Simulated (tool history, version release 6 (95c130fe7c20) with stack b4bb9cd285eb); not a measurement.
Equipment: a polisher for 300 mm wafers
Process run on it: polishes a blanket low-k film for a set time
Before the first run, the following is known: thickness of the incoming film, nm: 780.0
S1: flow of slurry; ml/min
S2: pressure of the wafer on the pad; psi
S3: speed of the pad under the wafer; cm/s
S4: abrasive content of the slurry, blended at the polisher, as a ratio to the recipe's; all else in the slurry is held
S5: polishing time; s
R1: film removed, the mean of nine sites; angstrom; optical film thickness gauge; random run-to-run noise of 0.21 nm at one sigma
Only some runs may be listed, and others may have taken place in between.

| run | day | S1 | S2 | S3 | S4 | S5 | R1 |
|---|---|---|---|---|---|---|---|
| 1 | 0 | 255 | 1.9 | 88 | 1 | 64 | 229.5 |
| 2 | 0.267 | 255 | 1.9 | 108 | 1 | 64 | 267.75 |
| 3 | 0.342 | 255 | 1.9 | 108 | 0.95 | 64 | 260.31 |
| 4 | 0.458 | 255 | 1.9 | 92 | 0.95 | 64 | 228.25 |
| 5 | 0.783 | 195 | 1.9 | 92 | 0.95 | 64 | 222.1 |
| 6 | 0.812 | 195 | 1.8 | 92 | 0.95 | 64 | 210.59 |

Forecast run 7:
| 7 | 0.992 | 195 | 1.7 | 92 | 0.95 | 64 | ? |

R1: 197.53 angstrom

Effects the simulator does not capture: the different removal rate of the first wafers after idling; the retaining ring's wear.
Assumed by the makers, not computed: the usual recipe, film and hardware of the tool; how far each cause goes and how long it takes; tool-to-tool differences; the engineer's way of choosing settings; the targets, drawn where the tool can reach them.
